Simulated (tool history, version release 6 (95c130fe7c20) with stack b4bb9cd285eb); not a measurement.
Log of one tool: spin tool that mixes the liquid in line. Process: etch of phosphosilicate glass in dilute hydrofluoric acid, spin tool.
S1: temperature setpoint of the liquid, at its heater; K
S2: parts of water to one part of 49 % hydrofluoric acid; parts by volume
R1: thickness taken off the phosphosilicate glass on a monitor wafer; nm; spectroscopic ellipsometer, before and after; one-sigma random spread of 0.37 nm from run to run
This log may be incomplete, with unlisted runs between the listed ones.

Run 1, day 0: S1 294.15 K, S2 135 parts by volume, time under the liquid (s) 170. Result: R1 78.753 nm.
Run 2, day 0.362: S1 294.15 K, S2 135 parts by volume, time under the liquid (s) 170. Result: R1 78.885 nm.
Run 3, day 0.412: S1 294.15 K, S2 155 parts by volume, time under the liquid (s) 170. Result: R1 68.269 nm.
Run 4, day 0.533: S1 290.65 K, S2 155 parts by volume, time under the liquid (s) 170. Result: R1 58.267 nm.
Run 5, day 0.579: S1 292.65 K, S2 155 parts by volume, time under the liquid (s) 170. Result: R1 62.294 nm.
Run 6, day 0.933: S1 292.15 K, S2 165 parts by volume, time under the liquid (s) 170. Result: R1 57.199 nm.
Run 7, day 1.133: S1 291.65 K, S2 175 parts by volume, time under the liquid (s) 170. Result: R1 51.638 nm.

Run 8 has not been measured yet. What should we expect?
Run 8, day 1.267: S1 291.15 K, S2 185 parts by volume, time under the liquid (s) 170. Result: R1 ?.

Run 8 gave R1 48.374 nm.

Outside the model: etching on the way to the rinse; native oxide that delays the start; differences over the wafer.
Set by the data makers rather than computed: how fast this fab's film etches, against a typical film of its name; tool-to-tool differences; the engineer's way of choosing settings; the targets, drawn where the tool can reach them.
